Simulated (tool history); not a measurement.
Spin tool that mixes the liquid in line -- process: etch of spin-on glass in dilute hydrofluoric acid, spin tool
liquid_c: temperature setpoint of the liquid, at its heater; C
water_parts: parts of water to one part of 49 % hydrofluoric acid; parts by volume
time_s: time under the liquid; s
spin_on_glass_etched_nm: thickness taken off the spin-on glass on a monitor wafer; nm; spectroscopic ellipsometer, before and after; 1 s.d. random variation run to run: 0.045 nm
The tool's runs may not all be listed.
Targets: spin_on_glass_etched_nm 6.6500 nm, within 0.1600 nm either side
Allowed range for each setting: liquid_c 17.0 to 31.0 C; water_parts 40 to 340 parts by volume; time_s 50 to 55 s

{"run": 1, "hour": 0.0, "liquid_c": 23.0, "water_parts": 190, "time_s": 50, "spin_on_glass_etched_nm": 8.4601}
{"run": 2, "hour": 4.3, "liquid_c": 22.0, "water_parts": 190, "time_s": 50, "spin_on_glass_etched_nm": 7.9706}
{"run": 3, "hour": 11.8, "liquid_c": 22.0, "water_parts": 160, "time_s": 50, "spin_on_glass_etched_nm": 9.7974}
{"run": 4, "hour": 15.5, "liquid_c": 21.0, "water_parts": 165, "time_s": 50, "spin_on_glass_etched_nm": 9.1725}
{"run": 5, "hour": 20.4, "liquid_c": 20.5, "water_parts": 170, "time_s": 50, "spin_on_glass_etched_nm": 8.6319}
{"run": 6, "hour": 24.9, "liquid_c": 20.0, "water_parts": 175, "time_s": 50, "spin_on_glass_etched_nm": 8.17}
{"run": 7, "hour": 27.1, "liquid_c": 19.5, "water_parts": 175, "time_s": 50, "spin_on_glass_etched_nm": 8.0716}
{"run": 8, "hour": 35.2, "liquid_c": 17.0, "water_parts": 195, "time_s": 50, "spin_on_glass_etched_nm": 6.3834}

Exactly one of the 4 candidate moves below puts every result within its allowed miss. Which one?
{"run": "A", "hour": 43.3, "liquid_c": 17.0, "water_parts": 180, "time_s": 50, "spin_on_glass_etched_nm": "?"}
{"run": "B", "hour": 43.3, "liquid_c": 17.0, "water_parts": 190, "time_s": 50, "spin_on_glass_etched_nm": "?"}
{"run": "C", "hour": 43.3, "liquid_c": 17.0, "water_parts": 220, "time_s": 55, "spin_on_glass_etched_nm": "?"}
{"run": "D", "hour": 43.3, "liquid_c": 17.0, "water_parts": 200, "time_s": 50, "spin_on_glass_etched_nm": "?"}

move=A spin_on_glass_etched_nm=6.9623
move=B spin_on_glass_etched_nm=6.5347
move=C spin_on_glass_etched_nm=6.0407
move=D spin_on_glass_etched_nm=6.1511
A: takes the biggest miss from the last run beyond its target
B: all results land within tolerance of their targets
C: misses by more than the last run did
D: misses by more than the last run did
Move B is the one to make.
